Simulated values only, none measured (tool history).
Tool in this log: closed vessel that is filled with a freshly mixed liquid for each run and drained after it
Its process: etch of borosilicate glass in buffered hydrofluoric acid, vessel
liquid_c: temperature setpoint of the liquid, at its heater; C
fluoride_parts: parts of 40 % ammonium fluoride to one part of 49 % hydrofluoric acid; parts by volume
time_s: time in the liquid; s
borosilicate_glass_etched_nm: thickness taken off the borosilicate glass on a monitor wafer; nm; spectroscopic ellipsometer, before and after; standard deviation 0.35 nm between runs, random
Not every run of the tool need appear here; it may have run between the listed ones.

run,hour,liquid_c,fluoride_parts,time_s,borosilicate_glass_etched_nm
1,0,20,21,30,14.847
2,5,20,17.5,30,17.716
3,8.1,20,13,30,23.565
4,9.5,20,8,30,37.34
5,15.4,20,8,30,37.337
6,18.7,20,8,30,37.414

For run 7, what comes out?
7,27,20.5,8,30,?

Run 7 came out at borosilicate_glass_etched_nm 38.735 nm.
